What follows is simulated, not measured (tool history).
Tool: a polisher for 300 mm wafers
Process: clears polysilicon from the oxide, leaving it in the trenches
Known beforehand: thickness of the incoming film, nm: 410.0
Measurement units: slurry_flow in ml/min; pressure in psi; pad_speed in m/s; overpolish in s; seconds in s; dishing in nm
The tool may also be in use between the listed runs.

| run | hour | slurry_flow | pressure | pad_speed | overpolish | seconds | dishing |
|---|---|---|---|---|---|---|---|
| 1 | 0.0 | 235 | 3.4 | 0.86 | 15 | 28.724 | 62.499 |
| 2 | 1.6 | 240 | 3.0 | 0.86 | 12 | 32.313 | 58.768 |
| 3 | 6.7 | 240 | 3.0 | 1.04 | 12 | 26.592 | 60.687 |
| 4 | 14.6 | 240 | 3.0 | 0.92 | 12 | 30.552 | 58.512 |
| 5 | 16.9 | 275 | 2.6 | 0.90 | 10 | 34.599 | 51.417 |
| 6 | 25.4 | 300 | 2.3 | 0.90 | 8 | 38.546 | 47.059 |
| 7 | 27.4 | 300 | 2.3 | 0.90 | 8 | 38.919 | 45.721 |
| 8 | 29.7 | 300 | 2.3 | 0.90 | 8 | 38.707 | 45.863 |
| 9 | 37.5 | 320 | 1.5 | 0.88 | 4 | 59.963 | 21.693 |
| 10 | 45.6 | 315 | 1.6 | 0.92 | 4 | 53.051 | 23.412 |
|  | 48.8 | slurry nozzle cleaned |
| 11 | 48.8 | 320 | 1.6 | 0.94 | 4 | 50.986 | 24.677 |
| 12 | 54.9 | 325 | 1.6 | 0.96 | 4 | 49.205 | 24.654 |

Estimate the outcome of run 13 from the log above:
| 13 | 60.1 | 330 | 1.6 | 0.96 | 4 | ? | ? |

seconds: 49.966 s
dishing: 25.298 nm
